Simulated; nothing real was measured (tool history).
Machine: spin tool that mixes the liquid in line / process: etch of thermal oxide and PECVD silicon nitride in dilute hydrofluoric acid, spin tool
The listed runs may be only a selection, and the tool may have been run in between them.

| run | hour | temperature setpoint of the liquid (°C) | parts of water to one part of 49 % hydrofluoric acid (parts by volume) | time under the liquid (s) | thickness taken off the thermal oxide on a monitor wafer (nm) | thickness taken off the PECVD silicon nitride on a monitor wafer (nm) |
|---|---|---|---|---|---|---|
| 1 | 0.0 | 25.0 | 210 | 180 | 3.3260 | 2.1282 |
| 2 | 6.2 | 25.0 | 240 | 185 | 2.9135 | 1.9110 |
| 3 | 7.7 | 25.5 | 270 | 190 | 2.6027 | 1.8225 |
| 4 | 13.2 | 25.5 | 290 | 195 | 2.4460 | 1.7376 |
| 5 | 17.9 | 25.5 | 310 | 200 | 2.2792 | 1.6441 |
| 6 | 24.5 | 29.0 | 310 | 200 | 2.5751 | 2.0343 |
| 7 | 28.3 | 28.0 | 325 | 205 | 2.4179 | 1.9049 |

Run 8, settings as shown, results not yet in. Your forecast:
| 8 | 29.0 | 27.0 | 335 | 205 | ? | ? |

Run 8 came out at thickness taken off the thermal oxide on a monitor wafer (nm) 2.2278, thickness taken off the PECVD silicon nitride on a monitor wafer (nm) 1.7026.
